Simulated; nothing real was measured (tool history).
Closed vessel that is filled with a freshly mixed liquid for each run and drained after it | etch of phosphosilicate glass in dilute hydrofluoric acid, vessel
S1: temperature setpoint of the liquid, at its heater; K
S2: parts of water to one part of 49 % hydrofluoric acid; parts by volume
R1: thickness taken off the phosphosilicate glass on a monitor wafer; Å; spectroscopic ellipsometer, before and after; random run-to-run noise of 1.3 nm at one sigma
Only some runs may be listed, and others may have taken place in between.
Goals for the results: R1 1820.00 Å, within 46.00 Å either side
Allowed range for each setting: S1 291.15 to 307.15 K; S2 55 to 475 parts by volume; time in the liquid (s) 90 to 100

Run 1, day 0.000: S1 299.15 K, S2 265 parts by volume, time in the liquid (s) 90. Result: R1 712.04 Å.
Run 2, day 0.358: S1 300.15 K, S2 245 parts by volume, time in the liquid (s) 90. Result: R1 815.18 Å.
Run 3, day 0.492: S1 300.15 K, S2 175 parts by volume, time in the liquid (s) 90. Result: R1 1225.80 Å.
Run 4, day 0.638: S1 300.15 K, S2 215 parts by volume, time in the liquid (s) 90. Result: R1 961.54 Å.
Run 5, day 0.888: S1 301.15 K, S2 205 parts by volume, time in the liquid (s) 90. Result: R1 1047.60 Å.
Run 6, day 1.221: S1 301.65 K, S2 195 parts by volume, time in the liquid (s) 90. Result: R1 1153.60 Å.
At day 1.508: hydrofluoric acid flow meter replaced.
Run 7, day 1.508: S1 302.15 K, S2 190 parts by volume, time in the liquid (s) 90. Result: R1 1112.80 Å.
Run 8, day 1.792: S1 302.15 K, S2 180 parts by volume, time in the liquid (s) 90. Result: R1 1176.80 Å.
Run 9, day 1.938: S1 302.15 K, S2 170 parts by volume, time in the liquid (s) 90. Result: R1 1262.90 Å.
Run 10, day 2.104: S1 306.15 K, S2 120 parts by volume, time in the liquid (s) 90. Result: R1 2224.60 Å.
Run 11, day 2.188: S1 305.65 K, S2 120 parts by volume, time in the liquid (s) 90. Result: R1 2176.00 Å.

Exactly one of the 5 candidate moves below puts every result within its allowed miss. Which one?
Run A, day 2.271: S1 303.15 K, S2 130 parts by volume, time in the liquid (s) 90. Result: R1 ?.
Run B, day 2.271: S1 306.65 K, S2 110 parts by volume, time in the liquid (s) 90. Result: R1 ?.
Run C, day 2.271: S1 306.65 K, S2 115 parts by volume, time in the liquid (s) 95. Result: R1 ?.
Run D, day 2.271: S1 306.15 K, S2 150 parts by volume, time in the liquid (s) 90. Result: R1 ?.
Run E, day 2.271: S1 305.15 K, S2 145 parts by volume, time in the liquid (s) 90. Result: R1 ?.

move       R1
   A  1804.00
   B  2490.20
   C  2495.50
   D  1693.00
   E  1702.70
A: all results in spec
B: the biggest miss grows against the last run
C: the biggest miss grows against the last run
D: the result that was furthest off in the last run now lies on the other side of its target
E: the result that was furthest off in the last run now lies on the other side of its target
The move that meets every target is A.

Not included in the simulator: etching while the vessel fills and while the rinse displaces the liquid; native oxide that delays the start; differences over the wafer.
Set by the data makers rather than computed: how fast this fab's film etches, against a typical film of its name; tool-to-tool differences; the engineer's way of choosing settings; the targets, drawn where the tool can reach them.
